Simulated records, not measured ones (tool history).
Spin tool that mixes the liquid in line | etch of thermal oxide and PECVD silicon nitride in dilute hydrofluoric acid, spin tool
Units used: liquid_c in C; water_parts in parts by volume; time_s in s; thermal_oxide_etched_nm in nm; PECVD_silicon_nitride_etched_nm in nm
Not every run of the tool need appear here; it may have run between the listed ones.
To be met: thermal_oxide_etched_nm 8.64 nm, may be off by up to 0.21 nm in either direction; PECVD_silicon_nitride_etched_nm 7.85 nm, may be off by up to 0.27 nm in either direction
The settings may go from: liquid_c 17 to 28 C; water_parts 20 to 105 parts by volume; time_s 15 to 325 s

run,day,liquid_c,water_parts,time_s,thermal_oxide_etched_nm,PECVD_silicon_nitride_etched_nm
1,0,20,55,165,12.803,9.7932
2,0.288,20,40,165,18.036,13.088
3,0.458,20.5,50,170,14.991,11.678
4,0.517,20.5,35,170,21.797,16.079
5,0.692,20.5,35,215,27.431,20.367
6,0.929,20.5,20,215,49.605,35.036
7,0.996,21,30,215,32.908,24.916
8,1.179,21,40,215,24.564,18.419
9,1.358,22,45,215,22.569,18.075
10,1.55,22,50,215,19.763,16.104
11,1.879,22,55,215,18.166,14.755
12,2.054,22,60,215,16.639,13.739
13,2.279,22,85,225,11.834,10.109
14,2.625,22,90,225,11.13,9.5997
15,2.779,22,95,225,10.455,9.1029
16,3.083,22.5,100,220,9.8149,8.6878
17,3.279,22.5,105,215,9.153,8.0826

5 next moves are on the table. One of them brings every result within its allowed miss. Which?
A,3.475,19,100,255,?,?
B,3.475,21,90,195,?,?
C,3.475,27,105,170,?,?
D,3.475,20,95,220,?,?
E,3.475,25,85,145,?,?

move,thermal_oxide_etched_nm,PECVD_silicon_nitride_etched_nm
A,9.9983,7.9727
B,9.3295,7.7449
C,8.6838,8.6153
D,9.5156,7.7431
E,8.6846,7.9581
A: lands further from the targets than the last run did
B: lands further from the targets than the last run did
C: the furthest-off result lands on target, but another misses its tolerance
D: lands further from the targets than the last run did
E: every result lands within tolerance
The right move is E.

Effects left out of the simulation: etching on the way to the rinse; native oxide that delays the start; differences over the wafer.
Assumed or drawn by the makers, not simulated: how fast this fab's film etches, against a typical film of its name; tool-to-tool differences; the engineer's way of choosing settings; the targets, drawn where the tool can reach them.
